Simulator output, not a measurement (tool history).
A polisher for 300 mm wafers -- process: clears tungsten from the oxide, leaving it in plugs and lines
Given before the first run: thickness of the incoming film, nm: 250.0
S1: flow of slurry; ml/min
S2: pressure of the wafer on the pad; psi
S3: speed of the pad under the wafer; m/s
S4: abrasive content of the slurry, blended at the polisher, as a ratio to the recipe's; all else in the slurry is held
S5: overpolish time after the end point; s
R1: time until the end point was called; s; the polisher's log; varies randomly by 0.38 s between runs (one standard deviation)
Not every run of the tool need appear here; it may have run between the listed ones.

| run | hour | S1 | S2 | S3 | S4 | S5 | R1 |
|---|---|---|---|---|---|---|---|
| 1 | 0 | 245 | 4.8 | 1.32 | 1 | 39 | 33.293 |
| 2 | 7 | 245 | 4.8 | 1.32 | 1 | 39 | 32.329 |
| 3 | 14.3 | 245 | 5 | 1.32 | 1 | 39 | 31.837 |
| 4 | 19 | 245 | 5 | 1.32 | 0.85 | 39 | 32.99 |
| 5 | 24.1 | 245 | 3.9 | 1.32 | 0.85 | 39 | 42.151 |
| 6 | 26.5 | 245 | 4.2 | 1.32 | 0.85 | 39 | 39.268 |
|  | 27.9 | slurry blender recalibrated |
| 7 | 27.9 | 245 | 4.4 | 1.32 | 0.85 | 39 | 33.826 |
| 8 | 32.5 | 245 | 4.6 | 1.32 | 0.85 | 39 | 33.227 |

What will run 9 give?
| 9 | 35.2 | 245 | 4.7 | 1.32 | 0.85 | 39 | ? |

R1: 31.666 s
